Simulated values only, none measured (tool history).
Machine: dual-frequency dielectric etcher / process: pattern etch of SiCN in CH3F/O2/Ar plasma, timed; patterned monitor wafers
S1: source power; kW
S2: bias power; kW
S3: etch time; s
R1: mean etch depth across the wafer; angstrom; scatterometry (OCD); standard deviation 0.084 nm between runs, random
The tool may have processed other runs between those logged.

run	hour	S1	S2	S3	R1
1	0.0	0.400	0.071	96	361.01
2	6.6	0.400	0.071	96	359.06
3	13.1	0.390	0.071	96	356.45
4	16.3	0.350	0.071	96	343.93
5	17.6	0.400	0.071	96	359.38
6	20.6	0.400	0.078	96	372.44
7	24.9	0.320	0.070	96	331.52

What will run 8 give?
8	33.9	0.310	0.070	96	?

Run 8 gave R1 327.45 angstrom.
